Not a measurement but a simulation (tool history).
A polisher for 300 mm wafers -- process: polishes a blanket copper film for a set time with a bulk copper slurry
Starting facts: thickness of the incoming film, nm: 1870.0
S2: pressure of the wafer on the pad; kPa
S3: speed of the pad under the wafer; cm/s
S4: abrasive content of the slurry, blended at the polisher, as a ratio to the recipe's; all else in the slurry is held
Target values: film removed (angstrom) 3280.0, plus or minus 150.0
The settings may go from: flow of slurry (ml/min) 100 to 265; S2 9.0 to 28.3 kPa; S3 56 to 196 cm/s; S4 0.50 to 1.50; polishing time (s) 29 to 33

{"run": 1, "day": 0.0, "flow of slurry (ml/min)": 170, "S2": 18.6, "S3": 126, "S4": 1.0, "polishing time (s)": 33, "film removed (angstrom)": 4074.4}
{"run": 2, "day": 0.371, "flow of slurry (ml/min)": 170, "S2": 17.9, "S3": 126, "S4": 1.0, "polishing time (s)": 33, "film removed (angstrom)": 4008.1}
{"run": 3, "day": 0.608, "flow of slurry (ml/min)": 170, "S2": 17.9, "S3": 126, "S4": 1.2, "polishing time (s)": 33, "film removed (angstrom)": 4158.4}
{"run": 4, "day": 0.975, "flow of slurry (ml/min)": 170, "S2": 17.2, "S3": 126, "S4": 1.2, "polishing time (s)": 33, "film removed (angstrom)": 4018.0}
{"run": 5, "day": 1.2, "flow of slurry (ml/min)": 205, "S2": 17.2, "S3": 126, "S4": 1.2, "polishing time (s)": 33, "film removed (angstrom)": 4072.9}
{"run": 6, "day": 1.517, "flow of slurry (ml/min)": 205, "S2": 17.2, "S3": 126, "S4": 1.35, "polishing time (s)": 33, "film removed (angstrom)": 4138.3}
{"run": 7, "day": 1.633, "flow of slurry (ml/min)": 205, "S2": 16.5, "S3": 126, "S4": 1.35, "polishing time (s)": 33, "film removed (angstrom)": 4091.2}
{"run": 8, "day": 1.925, "flow of slurry (ml/min)": 205, "S2": 15.9, "S3": 126, "S4": 1.35, "polishing time (s)": 33, "film removed (angstrom)": 3812.2}
{"run": 9, "day": 2.271, "flow of slurry (ml/min)": 205, "S2": 15.2, "S3": 126, "S4": 1.35, "polishing time (s)": 33, "film removed (angstrom)": 3590.7}
{"run": 10, "day": 2.525, "flow of slurry (ml/min)": 205, "S2": 15.2, "S3": 126, "S4": 1.35, "polishing time (s)": 33, "film removed (angstrom)": 3748.4}
{"run": 11, "day": 2.696, "flow of slurry (ml/min)": 205, "S2": 14.5, "S3": 126, "S4": 1.35, "polishing time (s)": 33, "film removed (angstrom)": 3472.7}

Which one of the following 5 next-run settings gets every result inside its allowed miss? There is exactly one.
{"run": "A", "day": 2.867, "flow of slurry (ml/min)": 175, "S2": 9.7, "S3": 196, "S4": 1.5, "polishing time (s)": 30, "film removed (angstrom)": "?"}
{"run": "B", "day": 2.867, "flow of slurry (ml/min)": 225, "S2": 14.5, "S3": 142, "S4": 1.5, "polishing time (s)": 31, "film removed (angstrom)": "?"}
{"run": "C", "day": 2.867, "flow of slurry (ml/min)": 195, "S2": 15.2, "S3": 138, "S4": 1.25, "polishing time (s)": 32, "film removed (angstrom)": "?"}
{"run": "D", "day": 2.867, "flow of slurry (ml/min)": 200, "S2": 17.9, "S3": 110, "S4": 1.3, "polishing time (s)": 33, "film removed (angstrom)": "?"}
{"run": "E", "day": 2.867, "flow of slurry (ml/min)": 225, "S2": 15.9, "S3": 130, "S4": 1.3, "polishing time (s)": 32, "film removed (angstrom)": "?"}

move=A film_removed_(angstrom)=3281.6
move=B film_removed_(angstrom)=3739.2
move=C film_removed_(angstrom)=3763.1
move=D film_removed_(angstrom)=3693.8
move=E film_removed_(angstrom)=3782.3
A: hits every target within its allowed miss
B: moves away from the targets compared with the last run
C: moves away from the targets compared with the last run
D: moves away from the targets compared with the last run
E: moves away from the targets compared with the last run
Correct choice: A, which meets every target
